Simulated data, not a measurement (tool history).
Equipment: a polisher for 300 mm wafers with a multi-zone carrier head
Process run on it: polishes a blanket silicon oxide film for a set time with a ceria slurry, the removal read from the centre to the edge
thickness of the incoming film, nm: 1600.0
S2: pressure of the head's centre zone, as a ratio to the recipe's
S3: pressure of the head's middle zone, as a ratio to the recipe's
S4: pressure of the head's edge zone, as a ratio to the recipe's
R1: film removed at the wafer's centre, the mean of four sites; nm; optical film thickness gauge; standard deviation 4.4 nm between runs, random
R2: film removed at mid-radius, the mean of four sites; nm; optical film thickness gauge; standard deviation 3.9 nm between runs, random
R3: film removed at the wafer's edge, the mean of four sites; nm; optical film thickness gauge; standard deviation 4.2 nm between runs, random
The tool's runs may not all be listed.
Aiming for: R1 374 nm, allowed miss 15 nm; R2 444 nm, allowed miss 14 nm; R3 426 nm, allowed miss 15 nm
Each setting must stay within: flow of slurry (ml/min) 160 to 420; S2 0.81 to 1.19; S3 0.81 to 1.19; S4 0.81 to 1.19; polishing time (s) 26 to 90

run 1 day=0 | flow_of_slurry_(ml/min)=270 S2=1 S3=1 S4=1 polishing_time_(s)=58 | R1=327.91 R2=326.24 R3=325.99
run 2 day=0.296 | flow_of_slurry_(ml/min)=275 S2=0.99 S3=1.03 S4=1.03 polishing_time_(s)=60 | R1=342.27 R2=346.47 R3=342
run 3 day=0.45 | flow_of_slurry_(ml/min)=335 S2=0.99 S3=1.03 S4=1.03 polishing_time_(s)=60 | R1=355.68 R2=347.47 R3=340.89
run 4 day=0.521 | flow_of_slurry_(ml/min)=335 S2=0.92 S3=1.03 S4=1.03 polishing_time_(s)=60 | R1=327.36 R2=352.03 R3=352.22
run 5 day=0.562 | flow_of_slurry_(ml/min)=335 S2=0.92 S3=0.98 S4=1.03 polishing_time_(s)=60 | R1=326.08 R2=338.75 R3=346.62
run 6 day=0.592 | flow_of_slurry_(ml/min)=330 S2=0.91 S3=1.01 S4=1.04 polishing_time_(s)=62 | R1=334.37 R2=355.52 R3=362.42
run 7 day=0.733 | flow_of_slurry_(ml/min)=330 S2=0.9 S3=1.04 S4=1.05 polishing_time_(s)=64 | R1=341.34 R2=380.4 R3=374.62
run 8 day=0.821 | flow_of_slurry_(ml/min)=330 S2=0.9 S3=1.05 S4=1.06 polishing_time_(s)=65 | R1=346.58 R2=386.24 R3=384.57
run 9 day=1.083 | flow_of_slurry_(ml/min)=330 S2=0.9 S3=1.07 S4=1.07 polishing_time_(s)=66 | R1=344.53 R2=399.99 R3=387.15
run 10 day=1.433 | flow_of_slurry_(ml/min)=330 S2=0.9 S3=1.07 S4=1.08 polishing_time_(s)=67 | R1=345.5 R2=410.14 R3=395.83
run 11 day=1.688 | flow_of_slurry_(ml/min)=335 S2=0.9 S3=1.07 S4=1.09 polishing_time_(s)=68 | R1=358.78 R2=411.12 R3=403.26

Of the 5 settings listed for the next run, only one would bring every result within its allowed miss of target. Which one?
run A day=1.942 | flow_of_slurry_(ml/min)=325 S2=0.91 S3=1.12 S4=1.12 polishing_time_(s)=70 | R1=? R2=? R3=?
run B day=1.942 | flow_of_slurry_(ml/min)=330 S2=0.92 S3=1.09 S4=1.1 polishing_time_(s)=66 | R1=? R2=? R3=?
run C day=1.942 | flow_of_slurry_(ml/min)=260 S2=0.82 S3=1.12 S4=1.18 polishing_time_(s)=70 | R1=? R2=? R3=?
run D day=1.942 | flow_of_slurry_(ml/min)=420 S2=0.87 S3=1 S4=1.19 polishing_time_(s)=64 | R1=? R2=? R3=?
run E day=1.942 | flow_of_slurry_(ml/min)=360 S2=0.96 S3=1.1 S4=1.07 polishing_time_(s)=60 | R1=? R2=? R3=?

move=A R1=381.33 R2=443.22 R3=421.3
move=B R1=363.94 R2=408.77 R3=394.13
move=C R1=335.98 R2=434.83 R3=426.46
move=D R1=339.86 R2=374.97 R3=403.88
move=E R1=347.94 R2=376.99 R3=355.12
A: all results in spec
B: moves away from the targets compared with the last run
C: brings the result that was furthest off to its target, and leaves another outside
D: moves away from the targets compared with the last run
E: moves away from the targets compared with the last run
So the answer is move A, the one that meets all the targets.
